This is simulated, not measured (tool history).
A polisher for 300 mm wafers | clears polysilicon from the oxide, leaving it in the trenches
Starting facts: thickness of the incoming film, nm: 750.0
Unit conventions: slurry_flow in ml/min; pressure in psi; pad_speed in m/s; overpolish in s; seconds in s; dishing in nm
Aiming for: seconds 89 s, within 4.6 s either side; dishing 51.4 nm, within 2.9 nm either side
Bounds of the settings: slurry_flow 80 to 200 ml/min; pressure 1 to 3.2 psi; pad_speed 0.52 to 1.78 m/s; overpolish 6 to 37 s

| run | hour | slurry_flow | pressure | pad_speed | overpolish | seconds | dishing |
|---|---|---|---|---|---|---|---|
| 1 | 0 | 130 | 2.1 | 1.14 | 19 | 56.379 | 52.697 |
| 2 | 1.9 | 130 | 2.1 | 1.14 | 11 | 55.559 | 48.637 |
| 3 | 8 | 130 | 1.9 | 1.14 | 13 | 60.892 | 51.178 |
| 4 | 10.8 | 130 | 1.8 | 1.12 | 12 | 61.851 | 48.917 |
| 5 | 17.3 | 130 | 1.7 | 1.1 | 14 | 64.583 | 49.84 |
| 6 | 20.6 | 130 | 2.1 | 1.1 | 14 | 59.088 | 49.983 |
| 7 | 27.7 | 130 | 1.9 | 1.08 | 15 | 61.686 | 50.998 |
| 8 | 29.7 | 130 | 1.7 | 1.04 | 15 | 68.138 | 49.253 |

4 candidate next runs follow, results not yet known. Just one meets every target within its allowed miss. Identify it.
| A | 31.7 | 120 | 1.3 | 1.06 | 22 | ? | ? |
| B | 31.7 | 115 | 1.4 | 1.06 | 20 | ? | ? |
| C | 31.7 | 130 | 2.4 | 1.38 | 6 | ? | ? |
| D | 31.7 | 115 | 1.8 | 0.8 | 23 | ? | ? |

| move | seconds | dishing |
|---|---|---|
| A | 79.031 | 52.4 |
| B | 76.785 | 52.04 |
| C | 42.266 | 45.549 |
| D | 85.779 | 52.205 |
A: gains on the last run, yet a result remains outside its allowed miss
B: gains on the last run, yet a result remains outside its allowed miss
C: the biggest miss grows against the last run
D: hits every target within its allowed miss
Move D is the one to make.
